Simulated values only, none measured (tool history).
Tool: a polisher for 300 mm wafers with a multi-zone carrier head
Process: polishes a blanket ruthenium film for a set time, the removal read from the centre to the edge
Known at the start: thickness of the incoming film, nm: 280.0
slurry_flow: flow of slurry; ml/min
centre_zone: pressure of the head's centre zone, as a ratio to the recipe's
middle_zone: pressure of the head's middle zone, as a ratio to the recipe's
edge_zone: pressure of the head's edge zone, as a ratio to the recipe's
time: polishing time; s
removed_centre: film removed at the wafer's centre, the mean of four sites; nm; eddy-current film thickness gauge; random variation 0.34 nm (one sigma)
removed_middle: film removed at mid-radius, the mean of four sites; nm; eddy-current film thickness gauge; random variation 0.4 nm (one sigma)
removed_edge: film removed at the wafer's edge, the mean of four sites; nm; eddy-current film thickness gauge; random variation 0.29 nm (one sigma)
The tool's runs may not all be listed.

run,hour,slurry_flow,centre_zone,middle_zone,edge_zone,time,removed_centre,removed_middle,removed_edge
1,0,220,1,1,1,33,37.184,38.169,37.838
2,8.1,220,0.99,1.02,0.95,30,33.549,35.4,33.257
3,9.9,220,0.99,1.02,0.95,36,39.456,41.64,39.806
4,14.6,195,0.99,1.02,0.95,36,38.326,41.775,38.875
5,19.4,175,0.99,1.02,0.95,36,38.068,40.307,38.332
6,25.9,170,0.97,1.03,0.91,33,33.634,37.154,35.193

Run 7 comes next. What will it give?
7,29.4,175,0.98,1.06,0.89,30,?,?,?

Run 7 gave removed_centre 31.112 nm, removed_middle 35.012 nm, removed_edge 31.799 nm.
